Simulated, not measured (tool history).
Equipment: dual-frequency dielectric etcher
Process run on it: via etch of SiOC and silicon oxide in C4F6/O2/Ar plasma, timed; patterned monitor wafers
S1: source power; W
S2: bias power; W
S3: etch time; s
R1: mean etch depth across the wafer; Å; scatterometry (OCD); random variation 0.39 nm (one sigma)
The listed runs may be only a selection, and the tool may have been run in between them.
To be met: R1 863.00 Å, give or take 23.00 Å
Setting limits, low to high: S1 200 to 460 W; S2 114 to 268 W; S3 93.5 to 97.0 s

run	hour	S1	S2	S3	R1
1	0.0	330	191	93.5	994.85
2	6.7	320	188	93.5	979.82
3	7.7	280	188	93.5	947.99
4	12.2	270	185	93.5	940.83
5	18.3	260	181	93.5	931.63
6	26.7	300	181	93.5	958.78
7	33.1	290	177	93.5	933.04
8	35.3	280	175	93.5	929.25
9	43.9	270	172	93.5	915.40
10	48.0	270	170	93.5	910.94
11	50.0	270	168	93.5	904.29

4 candidate next runs follow, results not yet known. Just one meets every target within its allowed miss. Identify it.
A	52.0	260	154	97.0	?
B	52.0	270	172	94.5	?
C	52.0	240	148	95.5	?
D	52.0	290	172	93.5	?

move	R1
A	914.65
B	929.93
C	875.34
D	933.93
A: its largest miss is bigger than the last run's
B: its largest miss is bigger than the last run's
C: in spec on every target
D: its largest miss is bigger than the last run's
So the answer is move C, the one that meets all the targets.
